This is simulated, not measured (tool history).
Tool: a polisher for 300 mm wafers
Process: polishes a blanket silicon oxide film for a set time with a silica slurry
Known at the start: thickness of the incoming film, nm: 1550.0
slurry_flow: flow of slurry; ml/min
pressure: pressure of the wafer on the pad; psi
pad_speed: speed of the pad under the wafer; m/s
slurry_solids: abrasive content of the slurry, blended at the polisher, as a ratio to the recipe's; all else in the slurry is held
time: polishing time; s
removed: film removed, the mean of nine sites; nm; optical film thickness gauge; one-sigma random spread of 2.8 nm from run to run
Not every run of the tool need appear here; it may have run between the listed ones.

run	hour	slurry_flow	pressure	pad_speed	slurry_solids	time	removed
1	0.0	235	4.2	1.12	1.0	90	273.01
2	8.6	240	4.4	1.12	1.0	90	290.46
3	15.5	245	4.5	1.12	1.0	90	290.04
4	23.2	245	4.0	1.12	1.0	90	265.77
5	26.9	250	4.2	1.12	1.0	90	275.42
6	32.0	250	4.4	1.12	1.0	90	286.28

What does the tool deliver on the next run?
7	35.1	250	4.6	1.12	1.0	90	?

Run 7 measured removed 304.79 nm.
